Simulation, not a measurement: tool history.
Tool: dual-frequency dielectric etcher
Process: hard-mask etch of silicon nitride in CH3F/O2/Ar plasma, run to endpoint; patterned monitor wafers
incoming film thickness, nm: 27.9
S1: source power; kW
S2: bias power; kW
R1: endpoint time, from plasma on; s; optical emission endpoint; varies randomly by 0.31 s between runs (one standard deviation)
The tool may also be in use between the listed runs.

{"run": 1, "hour": 0.0, "S1": 0.45, "S2": 0.075, "R1": 36.378}
{"run": 2, "hour": 4.1, "S1": 0.43, "S2": 0.073, "R1": 37.626}
{"run": 3, "hour": 5.4, "S1": 0.41, "S2": 0.072, "R1": 38.51}
{"run": 4, "hour": 10.4, "S1": 0.41, "S2": 0.083, "R1": 37.211}
{"run": 5, "hour": 16.7, "S1": 0.47, "S2": 0.083, "R1": 34.961}
{"run": 6, "hour": 23.6, "S1": 0.44, "S2": 0.081, "R1": 35.736}
{"run": 7, "hour": 30.2, "S1": 0.42, "S2": 0.08, "R1": 36.548}
{"run": 8, "hour": 38.1, "S1": 0.4, "S2": 0.078, "R1": 38.422}
{"run": 9, "hour": 46.3, "S1": 0.39, "S2": 0.077, "R1": 38.566}
{"run": 10, "hour": 54.3, "S1": 0.3, "S2": 0.065, "R1": 47.308}
{"run": 11, "hour": 58.9, "S1": 0.31, "S2": 0.065, "R1": 46.216}

Run 12 comes next. What will it give?
{"run": 12, "hour": 65.1, "S1": 0.32, "S2": 0.065, "R1": "?"}

R1: 45.519 s

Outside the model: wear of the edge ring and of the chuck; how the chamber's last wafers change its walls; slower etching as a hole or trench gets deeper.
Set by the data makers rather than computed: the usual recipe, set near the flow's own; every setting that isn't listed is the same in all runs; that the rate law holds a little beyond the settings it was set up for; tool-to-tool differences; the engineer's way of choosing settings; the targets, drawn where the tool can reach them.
